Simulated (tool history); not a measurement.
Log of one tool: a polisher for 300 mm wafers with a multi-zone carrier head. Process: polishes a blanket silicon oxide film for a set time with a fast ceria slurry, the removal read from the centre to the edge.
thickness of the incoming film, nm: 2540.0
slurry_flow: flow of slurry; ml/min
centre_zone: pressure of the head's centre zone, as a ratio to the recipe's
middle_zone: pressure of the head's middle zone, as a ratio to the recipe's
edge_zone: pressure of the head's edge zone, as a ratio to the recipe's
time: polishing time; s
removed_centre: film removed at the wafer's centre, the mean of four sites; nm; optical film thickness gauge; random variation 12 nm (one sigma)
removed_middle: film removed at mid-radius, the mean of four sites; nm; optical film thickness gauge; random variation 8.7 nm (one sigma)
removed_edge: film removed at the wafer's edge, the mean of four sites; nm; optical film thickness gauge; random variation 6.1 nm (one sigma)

run  hour  slurry_flow  centre_zone  middle_zone  edge_zone  time  removed_centre  removed_middle  removed_edge
  1     0          270            1            1          1    33          667.94          664.33        642.99
  2   4.1          280         1.02         1.03          1    34          676.24          690.83        661.78
  3  11.1          280         1.02         1.03       0.93    34          685.02          713.21        639.49
  4  17.5          285         1.04         1.04       0.92    35          721.43          733.07        655.56
  5  21.8          290         1.06         1.06       0.92    36          741.61          768.23        680.06
  6  26.8          295         1.08         1.07       0.91    37          798.32          791.66        693.79
  7  31.1          300         1.09         1.09       0.91    37          820.61          800.81        701.72
  8  34.4          305         1.09          1.1       0.91    37          810.69          814.61        701.93
  9  41.9          310          1.1         1.11       0.91    37          821.43          818.21        684.28
 10  46.2          310          1.1         1.11       0.91    37          804.38          823.09        690.01

The next listed run, before its measurement:
 11  50.1          310         1.11         1.12       0.92    37               ?               ?             ?

{"run 11": {"removed_centre": 825.15, "removed_middle": 829.29, "removed_edge": 700.38}}
